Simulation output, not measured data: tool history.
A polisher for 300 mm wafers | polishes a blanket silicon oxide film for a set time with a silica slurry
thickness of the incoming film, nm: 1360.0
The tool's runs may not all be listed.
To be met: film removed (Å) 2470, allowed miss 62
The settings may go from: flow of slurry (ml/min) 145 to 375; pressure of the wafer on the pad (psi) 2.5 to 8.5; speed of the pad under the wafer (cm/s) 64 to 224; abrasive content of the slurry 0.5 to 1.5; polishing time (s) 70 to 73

run	hour	flow of slurry (ml/min)	pressure of the wafer on the pad (psi)	speed of the pad under the wafer (cm/s)	abrasive content of the slurry	polishing time (s)	film removed (Å)
1	0	240	5.5	144	1	70	4177.4
2	6.7	240	6.4	144	1	70	4815.1
3	14.2	240	7	144	1	70	5253.9
4	17	200	7	144	1	70	5088.4
# hour 24.1: head pressure recalibrated
5	24.1	235	7	144	1	70	4952
6	24.7	235	6.2	136	1	70	4186
7	32	230	5.6	136	1	70	3816.5
8	36.1	220	4.1	134	1	70	2780.7
9	43	210	4.1	134	1	70	2757.2
10	48.2	200	4.1	134	1	70	2691.9
11	50.7	190	4.1	134	1	70	2719.4

4 next moves are on the table. One of them brings every result within its allowed miss. Which?
A	53.2	145	5.1	92	1	70	?
B	53.2	185	3.5	124	1.1	73	?
C	53.2	200	3.2	132	1.15	73	?
D	53.2	200	3.5	158	0.8	73	?

move	film removed (Å)
A	2377.8
B	2397.5
C	2389.5
D	2501
A: takes the result that was furthest off past its target
B: takes the result that was furthest off past its target
C: takes the result that was furthest off past its target
D: meets every target
Move D is the one to make.
